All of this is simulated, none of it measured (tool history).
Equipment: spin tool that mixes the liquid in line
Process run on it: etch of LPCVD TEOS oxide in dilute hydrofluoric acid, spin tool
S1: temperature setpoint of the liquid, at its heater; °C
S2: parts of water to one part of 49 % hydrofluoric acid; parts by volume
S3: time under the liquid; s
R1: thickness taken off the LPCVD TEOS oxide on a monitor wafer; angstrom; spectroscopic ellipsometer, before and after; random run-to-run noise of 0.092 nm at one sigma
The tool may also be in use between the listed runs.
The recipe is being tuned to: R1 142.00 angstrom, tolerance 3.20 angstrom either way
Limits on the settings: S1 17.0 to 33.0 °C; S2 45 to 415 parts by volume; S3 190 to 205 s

run,hour,S1,S2,S3,R1
1,0.0,25.0,230,190,183.87
2,4.4,25.0,230,190,184.60
3,10.1,25.0,200,190,216.26
4,12.4,25.0,160,190,284.18
5,21.2,27.5,160,190,311.72
6,23.4,27.5,195,190,246.23
7,24.3,26.0,200,190,223.35
8,28.3,24.5,205,190,208.28
9,34.0,23.5,210,190,193.65
10,37.0,22.5,210,190,187.21
11,44.4,21.5,210,190,180.50
12,50.7,21.0,210,190,176.02
13,55.6,20.5,210,190,171.82
14,58.1,20.5,210,190,171.42
15,62.9,20.0,210,190,169.04
16,68.8,17.0,225,190,136.08

Exactly one of the 5 candidate moves below puts every result within its allowed miss. Which one?
A,74.7,17.5,235,190,?
B,74.7,17.0,240,190,?
C,74.7,18.5,240,190,?
D,74.7,17.0,235,190,?
E,74.7,17.0,235,205,?

move,R1
A,134.22
B,128.28
C,136.16
D,131.56
E,141.94
A: lands further from the targets than the last run did
B: lands further from the targets than the last run did
C: about the same distance from the targets as the last run
D: lands further from the targets than the last run did
E: all results land within tolerance of their targets
E meets every target.
